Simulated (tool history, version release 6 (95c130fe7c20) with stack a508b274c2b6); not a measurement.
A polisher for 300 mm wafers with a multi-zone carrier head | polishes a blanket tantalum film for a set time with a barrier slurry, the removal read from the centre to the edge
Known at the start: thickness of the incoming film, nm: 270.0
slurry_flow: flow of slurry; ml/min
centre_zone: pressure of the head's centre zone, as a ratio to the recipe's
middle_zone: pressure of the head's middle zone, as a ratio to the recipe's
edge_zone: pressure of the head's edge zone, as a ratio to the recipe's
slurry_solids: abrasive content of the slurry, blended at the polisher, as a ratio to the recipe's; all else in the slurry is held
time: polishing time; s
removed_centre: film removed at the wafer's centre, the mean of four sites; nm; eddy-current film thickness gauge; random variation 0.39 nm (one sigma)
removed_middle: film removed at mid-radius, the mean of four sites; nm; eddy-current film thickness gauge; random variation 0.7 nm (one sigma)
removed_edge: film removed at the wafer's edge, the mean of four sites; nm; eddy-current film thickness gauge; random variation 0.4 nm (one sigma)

{"run": 1, "hour": 0.0, "slurry_flow": 260, "centre_zone": 1, "middle_zone": 1, "edge_zone": 1, "slurry_solids": 1, "time": 50, "removed_centre": 61.598, "removed_middle": 63.284, "removed_edge": 64.003}
{"run": 2, "hour": 1.9, "slurry_flow": 260, "centre_zone": 1, "middle_zone": 1.08, "edge_zone": 1, "slurry_solids": 1, "time": 50, "removed_centre": 61.647, "removed_middle": 67.341, "removed_edge": 63.502}
{"run": 3, "hour": 5.5, "slurry_flow": 325, "centre_zone": 1, "middle_zone": 1.08, "edge_zone": 1, "slurry_solids": 1, "time": 50, "removed_centre": 63.862, "removed_middle": 69.078, "removed_edge": 63.955}
{"run": 4, "hour": 9.0, "slurry_flow": 320, "centre_zone": 0.97, "middle_zone": 1.05, "edge_zone": 0.98, "slurry_solids": 0.95, "time": 50, "removed_centre": 60.774, "removed_middle": 65.211, "removed_edge": 63.192}
{"run": 5, "hour": 12.1, "slurry_flow": 320, "centre_zone": 0.97, "middle_zone": 1.05, "edge_zone": 0.98, "slurry_solids": 0.95, "time": 41, "removed_centre": 49.227, "removed_middle": 53.408, "removed_edge": 51.286}
{"run": 6, "hour": 19.0, "slurry_flow": 315, "centre_zone": 0.96, "middle_zone": 1.04, "edge_zone": 0.99, "slurry_solids": 0.95, "time": 41, "removed_centre": 48.406, "removed_middle": 54.52, "removed_edge": 50.968}
{"run": 7, "hour": 24.3, "slurry_flow": 305, "centre_zone": 0.95, "middle_zone": 1.02, "edge_zone": 1, "slurry_solids": 0.95, "time": 41, "removed_centre": 47.958, "removed_middle": 52.579, "removed_edge": 52.146}

Forecast run 8:
{"run": 8, "hour": 26.1, "slurry_flow": 305, "centre_zone": 0.94, "middle_zone": 1.02, "edge_zone": 1.01, "slurry_solids": 0.95, "time": 41, "removed_centre": "?", "removed_middle": "?", "removed_edge": "?"}

removed_centre: 47.629 nm
removed_middle: 52.728 nm
removed_edge: 51.983 nm

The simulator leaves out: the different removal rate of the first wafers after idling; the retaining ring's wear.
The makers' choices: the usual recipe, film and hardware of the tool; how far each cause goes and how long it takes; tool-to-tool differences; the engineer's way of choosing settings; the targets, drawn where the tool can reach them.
